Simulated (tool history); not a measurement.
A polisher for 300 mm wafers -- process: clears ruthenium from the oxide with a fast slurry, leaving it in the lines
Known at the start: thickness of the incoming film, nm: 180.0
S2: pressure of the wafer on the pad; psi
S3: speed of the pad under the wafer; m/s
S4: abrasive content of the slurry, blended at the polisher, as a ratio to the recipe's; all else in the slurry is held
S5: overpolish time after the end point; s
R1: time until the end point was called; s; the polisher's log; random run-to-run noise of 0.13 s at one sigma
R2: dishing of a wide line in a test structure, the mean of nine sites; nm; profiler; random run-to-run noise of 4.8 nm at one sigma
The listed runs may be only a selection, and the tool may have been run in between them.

{"run": 1, "hour": 0.0, "flow of slurry (ml/min)": 310, "S2": 3.2, "S3": 1.18, "S4": 1.0, "S5": 28, "R1": 31.95, "R2": 121.71}
{"run": 2, "hour": 8.3, "flow of slurry (ml/min)": 310, "S2": 3.6, "S3": 1.24, "S4": 1.0, "S5": 29, "R1": 26.507, "R2": 139.71}
{"run": 3, "hour": 10.2, "flow of slurry (ml/min)": 310, "S2": 2.9, "S3": 1.24, "S4": 1.0, "S5": 29, "R1": 33.204, "R2": 115.99}
{"run": 4, "hour": 13.5, "flow of slurry (ml/min)": 310, "S2": 3.3, "S3": 1.28, "S4": 1.0, "S5": 29, "R1": 28.428, "R2": 131.92}
{"run": 5, "hour": 16.4, "flow of slurry (ml/min)": 310, "S2": 3.7, "S3": 1.3, "S4": 1.0, "S5": 30, "R1": 25.199, "R2": 144.53}
{"run": 6, "hour": 24.1, "flow of slurry (ml/min)": 310, "S2": 3.7, "S3": 1.06, "S4": 1.0, "S5": 30, "R1": 30.365, "R2": 131.13}
{"run": 7, "hour": 31.5, "flow of slurry (ml/min)": 310, "S2": 3.7, "S3": 1.06, "S4": 1.0, "S5": 30, "R1": 29.997, "R2": 125.28}

The next listed run, before its measurement:
{"run": 8, "hour": 32.3, "flow of slurry (ml/min)": 310, "S2": 4.0, "S3": 1.14, "S4": 1.0, "S5": 31, "R1": "?", "R2": "?"}

Run 8 measured R1 26.222 s, R2 148.86 nm.
